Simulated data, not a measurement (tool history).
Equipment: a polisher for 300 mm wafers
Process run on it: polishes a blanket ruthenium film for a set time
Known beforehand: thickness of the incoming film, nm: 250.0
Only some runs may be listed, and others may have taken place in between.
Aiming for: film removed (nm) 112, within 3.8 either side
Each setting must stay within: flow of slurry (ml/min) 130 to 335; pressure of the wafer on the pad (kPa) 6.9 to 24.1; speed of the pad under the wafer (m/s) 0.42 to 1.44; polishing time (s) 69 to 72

run	hour	flow of slurry (ml/min)	pressure of the wafer on the pad (kPa)	speed of the pad under the wafer (m/s)	polishing time (s)	film removed (nm)
1	0	215	15.2	0.92	69	63.797
2	3.9	215	18.6	0.92	69	74.571
3	6.5	215	22.1	0.92	69	84.3
4	14.5	255	22.1	0.92	69	86.456
5	21.3	255	22.1	0.94	69	88.216
6	29	255	22.1	0.96	69	88.496
7	30.7	255	22.1	0.98	69	91.116
8	37.7	260	24.1	1.04	69	103.82
9	44.9	260	24.1	1.06	69	101.24
10	46.4	260	24.1	1.08	69	105.54
11	48.6	260	24.1	1.1	69	106.99

Which of these 5 next moves meets every target?
A	50.8	240	22.8	1.1	70	?
B	50.8	265	24.1	1.06	70	?
C	50.8	270	24.1	1.04	70	?
D	50.8	280	22.8	1.12	69	?
E	50.8	245	24.1	1.1	72	?

move	film removed (nm)
A	103.69
B	106.71
C	105.33
D	105.46
E	112.04
A: its largest miss is bigger than the last run's
B: its largest miss is bigger than the last run's
C: its largest miss is bigger than the last run's
D: its largest miss is bigger than the last run's
E: hits every target within its allowed miss
Answer: E

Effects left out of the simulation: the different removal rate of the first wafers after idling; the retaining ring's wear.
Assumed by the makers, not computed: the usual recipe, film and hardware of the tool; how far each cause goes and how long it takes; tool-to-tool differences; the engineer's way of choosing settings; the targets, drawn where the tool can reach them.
